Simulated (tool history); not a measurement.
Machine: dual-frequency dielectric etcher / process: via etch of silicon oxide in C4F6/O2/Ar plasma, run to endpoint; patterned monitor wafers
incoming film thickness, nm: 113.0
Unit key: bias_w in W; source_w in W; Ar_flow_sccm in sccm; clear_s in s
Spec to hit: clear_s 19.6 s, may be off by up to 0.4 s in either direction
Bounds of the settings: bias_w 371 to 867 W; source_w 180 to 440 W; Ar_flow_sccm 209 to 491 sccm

Run 1, hour 0: bias_w 619 W, source_w 310 W, Ar_flow_sccm 350 sccm. Result: clear_s 23.464 s.
Run 2, hour 4: bias_w 651 W, source_w 320 W, Ar_flow_sccm 349 sccm. Result: clear_s 22.686 s.
Run 3, hour 8.1: bias_w 679 W, source_w 320 W, Ar_flow_sccm 348 sccm. Result: clear_s 22.04 s.
Run 4, hour 15.2: bias_w 724 W, source_w 320 W, Ar_flow_sccm 348 sccm. Result: clear_s 21.465 s.
Run 5, hour 19.9: bias_w 724 W, source_w 360 W, Ar_flow_sccm 348 sccm. Result: clear_s 20.323 s.
Run 6, hour 27.9: bias_w 731 W, source_w 360 W, Ar_flow_sccm 348 sccm. Result: clear_s 20.242 s.
Run 7, hour 36.2: bias_w 731 W, source_w 360 W, Ar_flow_sccm 348 sccm. Result: clear_s 20.308 s.
Run 8, hour 41.8: bias_w 738 W, source_w 360 W, Ar_flow_sccm 348 sccm. Result: clear_s 20.141 s.
Run 9, hour 44.8: bias_w 738 W, source_w 360 W, Ar_flow_sccm 348 sccm. Result: clear_s 20.167 s.

Which single option among these 5 for the next run brings every result within its allowed miss of target? Just one does.
Run A, hour 47.8: bias_w 785 W, source_w 360 W, Ar_flow_sccm 363 sccm. Result: clear_s ?.
Run B, hour 47.8: bias_w 771 W, source_w 390 W, Ar_flow_sccm 248 sccm. Result: clear_s ?.
Run C, hour 47.8: bias_w 779 W, source_w 400 W, Ar_flow_sccm 327 sccm. Result: clear_s ?.
Run D, hour 47.8: bias_w 842 W, source_w 380 W, Ar_flow_sccm 341 sccm. Result: clear_s ?.
Run E, hour 47.8: bias_w 833 W, source_w 370 W, Ar_flow_sccm 322 sccm. Result: clear_s ?.

move  clear_s
   A   19.619
   B   18.295
   C   18.444
   D   18.432
   E   18.671
A: each result inside its tolerance
B: carries the result that was furthest off beyond its target, to the other side
C: carries the result that was furthest off beyond its target, to the other side
D: carries the result that was furthest off beyond its target, to the other side
E: carries the result that was furthest off beyond its target, to the other side
Correct choice: A, which meets every target

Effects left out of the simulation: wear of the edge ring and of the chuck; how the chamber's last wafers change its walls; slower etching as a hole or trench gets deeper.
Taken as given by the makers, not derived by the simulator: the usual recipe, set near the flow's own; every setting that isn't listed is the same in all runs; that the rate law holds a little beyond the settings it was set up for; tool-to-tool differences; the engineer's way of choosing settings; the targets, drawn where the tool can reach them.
